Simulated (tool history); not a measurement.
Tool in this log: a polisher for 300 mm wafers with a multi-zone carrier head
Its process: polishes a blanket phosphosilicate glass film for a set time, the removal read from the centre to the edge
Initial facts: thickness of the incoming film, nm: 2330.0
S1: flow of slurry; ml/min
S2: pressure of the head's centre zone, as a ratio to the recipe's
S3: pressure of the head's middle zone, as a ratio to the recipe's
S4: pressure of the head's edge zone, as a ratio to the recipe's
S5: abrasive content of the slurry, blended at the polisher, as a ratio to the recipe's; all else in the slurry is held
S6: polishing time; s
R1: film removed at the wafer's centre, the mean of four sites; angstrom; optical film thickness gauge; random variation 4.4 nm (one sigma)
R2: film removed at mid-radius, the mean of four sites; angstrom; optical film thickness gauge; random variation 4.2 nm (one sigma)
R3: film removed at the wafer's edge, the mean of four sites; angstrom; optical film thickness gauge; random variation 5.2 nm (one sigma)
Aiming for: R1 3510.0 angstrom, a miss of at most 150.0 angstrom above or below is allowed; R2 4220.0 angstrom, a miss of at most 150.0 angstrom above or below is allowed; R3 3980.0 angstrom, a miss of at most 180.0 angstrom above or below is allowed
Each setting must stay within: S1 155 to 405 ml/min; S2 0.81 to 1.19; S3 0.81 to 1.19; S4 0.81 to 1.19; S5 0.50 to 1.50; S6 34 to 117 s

run  hour   S1    S2    S3    S4    S5  S6      R1      R2      R3
  1   0.0  260  1.00  1.00  1.00  1.00  75  6590.1  6668.7  6762.9
  2   3.5  260  0.98  1.00  0.99  0.95  73  5984.3  6267.8  6340.9
  3   9.3  260  0.97  1.00  0.97  0.90  71  5669.8  5995.0  5685.1
  4  17.8  255  0.95  0.99  0.98  0.85  70  5295.7  5689.8  5621.7
  5  21.9  250  0.93  0.98  0.97  0.80  69  4930.1  5193.2  5152.7
  6  24.9  250  0.93  0.98  1.04  0.80  69  4850.3  5249.1  5556.2
  7  25.5  245  0.91  0.98  1.03  0.75  69  4499.0  4942.9  5127.1
  8  27.8  240  0.90  0.98  1.02  0.75  69  4499.4  4978.4  5049.3
  9  30.6  235  0.89  0.98  1.02  0.75  69  4359.4  4928.6  5167.9

Exercise: of the 5 proposed moves below, exactly one satisfies all targets within the stated allowed misses. Which move is it?
  A  33.4  240  0.95  0.93  0.91  1.05  46   ?   ?   ?
  B  33.4  275  0.96  1.04  0.98  0.55  71   ?   ?   ?
  C  33.4  320  0.89  1.06  1.01  0.65  59   ?   ?   ?
  D  33.4  255  0.89  0.87  0.98  0.75  60   ?   ?   ?
  E  33.4  405  1.14  1.10  0.82  0.55  89   ?   ?   ?

move      R1      R2      R3
   A  3808.3  3917.3  3996.1
   B  3764.2  4198.2  3993.8
   C  3436.4  4198.1  3961.5
   D  3796.9  3945.9  4377.0
   E  5840.3  5719.3  4796.9
A: gets the furthest-off result to its target, but another result is out of tolerance
B: gets the furthest-off result to its target, but another result is out of tolerance
C: in spec on every target
D: an improvement on the last run, though not all results are within tolerance
E: its largest miss is bigger than the last run's
So the answer is move C, the one that meets all the targets.
